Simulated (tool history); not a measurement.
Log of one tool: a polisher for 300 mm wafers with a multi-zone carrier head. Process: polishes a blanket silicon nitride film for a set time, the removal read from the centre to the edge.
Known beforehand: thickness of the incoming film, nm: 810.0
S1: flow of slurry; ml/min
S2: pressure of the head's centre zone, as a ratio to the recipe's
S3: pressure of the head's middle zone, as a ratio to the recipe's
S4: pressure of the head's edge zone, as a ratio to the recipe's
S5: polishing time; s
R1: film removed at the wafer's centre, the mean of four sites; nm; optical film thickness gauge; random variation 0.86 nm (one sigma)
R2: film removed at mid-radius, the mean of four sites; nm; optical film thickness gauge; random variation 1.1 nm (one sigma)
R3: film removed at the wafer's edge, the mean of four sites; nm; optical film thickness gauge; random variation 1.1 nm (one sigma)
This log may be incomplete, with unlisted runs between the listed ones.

| run | hour | S1 | S2 | S3 | S4 | S5 | R1 | R2 | R3 |
|---|---|---|---|---|---|---|---|---|---|
| 1 | 0 | 315 | 1 | 1 | 1 | 73 | 79.38 | 77.154 | 78.498 |
| 2 | 2.3 | 315 | 0.99 | 1.01 | 1.02 | 77 | 81.961 | 81.588 | 85.81 |
| 3 | 8.6 | 320 | 1 | 1.04 | 1.03 | 79 | 85.526 | 88.242 | 87.072 |
| 4 | 16 | 320 | 1 | 1.04 | 1.05 | 82 | 88.896 | 90.871 | 90.77 |
| 5 | 18 | 320 | 0.99 | 1.04 | 1.06 | 85 | 91.508 | 94.829 | 94.675 |
| 6 | 23.5 | 320 | 1.05 | 1.04 | 1.06 | 85 | 97.161 | 94.09 | 96.353 |
| 7 | 30.8 | 315 | 1.04 | 1.05 | 1.08 | 87 | 97.265 | 97.558 | 99.249 |
| 8 | 35.5 | 315 | 1.03 | 1.06 | 1.1 | 89 | 99.252 | 100.03 | 101.76 |
| 9 | 36.8 | 320 | 1.02 | 1.06 | 1.11 | 91 | 100.61 | 104.18 | 103.73 |
| 10 | 37.6 | 310 | 1.01 | 1.06 | 1.12 | 93 | 99.507 | 102.24 | 107.93 |
| 11 | 42.2 | 315 | 1.01 | 1.07 | 1.13 | 94 | 104.33 | 107.16 | 111.31 |

Forecast run 12:
| 12 | 50.4 | 320 | 1 | 1.08 | 1.14 | 94 | ? | ? | ? |

R1: 101.89 nm
R2: 107.3 nm
R3: 109.75 nm
